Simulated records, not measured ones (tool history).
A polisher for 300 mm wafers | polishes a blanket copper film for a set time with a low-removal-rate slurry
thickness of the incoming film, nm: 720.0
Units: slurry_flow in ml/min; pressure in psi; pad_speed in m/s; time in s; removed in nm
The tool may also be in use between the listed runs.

run 1 hour=0.0 | slurry_flow=140 pressure=2.8 pad_speed=0.88 slurry_solids=1.0 time=37 | removed=98.932
run 2 hour=5.3 | slurry_flow=140 pressure=2.5 pad_speed=0.88 slurry_solids=1.0 time=37 | removed=91.952
run 3 hour=13.5 | slurry_flow=140 pressure=1.9 pad_speed=0.88 slurry_solids=1.0 time=37 | removed=72.431
run 4 hour=19.7 | slurry_flow=140 pressure=2.6 pad_speed=0.88 slurry_solids=1.0 time=37 | removed=94.643
run 5 hour=21.4 | slurry_flow=140 pressure=2.6 pad_speed=0.98 slurry_solids=1.0 time=37 | removed=106.000
run 6 hour=22.7 | slurry_flow=155 pressure=2.6 pad_speed=0.98 slurry_solids=1.0 time=37 | removed=105.720
run 7 hour=23.5 | slurry_flow=155 pressure=2.5 pad_speed=0.98 slurry_solids=1.0 time=37 | removed=103.430

Forecast run 8:
run 8 hour=32.1 | slurry_flow=155 pressure=2.4 pad_speed=0.98 slurry_solids=1.0 time=37 | removed=?

removed: 99.862 nm

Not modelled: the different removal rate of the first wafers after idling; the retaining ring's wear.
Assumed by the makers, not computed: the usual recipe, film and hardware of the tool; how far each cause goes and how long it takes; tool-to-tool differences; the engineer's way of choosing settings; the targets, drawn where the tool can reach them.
